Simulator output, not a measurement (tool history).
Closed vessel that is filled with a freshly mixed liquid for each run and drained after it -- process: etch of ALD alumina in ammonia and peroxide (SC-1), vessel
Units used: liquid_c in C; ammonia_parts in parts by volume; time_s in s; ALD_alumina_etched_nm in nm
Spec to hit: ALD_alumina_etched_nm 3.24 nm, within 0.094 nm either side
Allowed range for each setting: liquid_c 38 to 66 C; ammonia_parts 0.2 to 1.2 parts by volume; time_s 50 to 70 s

| run | hour | liquid_c | ammonia_parts | time_s | ALD_alumina_etched_nm |
|---|---|---|---|---|---|
| 1 | 0 | 50 | 0.75 | 70 | 4.1862 |
| 2 | 2.7 | 50 | 0.95 | 70 | 4.2494 |
| 3 | 9.1 | 55.5 | 0.95 | 70 | 5.6769 |
| 4 | 14 | 55.5 | 1.15 | 70 | 5.8217 |
| 5 | 22.1 | 55.5 | 1 | 70 | 5.6939 |
| 6 | 28.7 | 55.5 | 1.2 | 70 | 5.8258 |
| 7 | 30.5 | 47.5 | 1.15 | 70 | 3.7672 |
| 8 | 32.5 | 46.5 | 1.15 | 70 | 3.5714 |

Consider the 5 candidate settings below. Which is the only one whose results all fall within their allowed miss of target?
| A | 34.5 | 53.5 | 1.15 | 50 | ? |
| B | 34.5 | 47.5 | 1.15 | 70 | ? |
| C | 34.5 | 48.5 | 1.2 | 70 | ? |
| D | 34.5 | 49 | 1.2 | 70 | ? |
| E | 34.5 | 46 | 1.2 | 65 | ? |

| move | ALD_alumina_etched_nm |
|---|---|
| A | 3.7313 |
| B | 3.7606 |
| C | 3.9923 |
| D | 4.1045 |
| E | 3.2226 |
A: misses by more than the last run did
B: misses by more than the last run did
C: misses by more than the last run did
D: misses by more than the last run did
E: every result within its allowed miss
Go with E: it meets all targets.
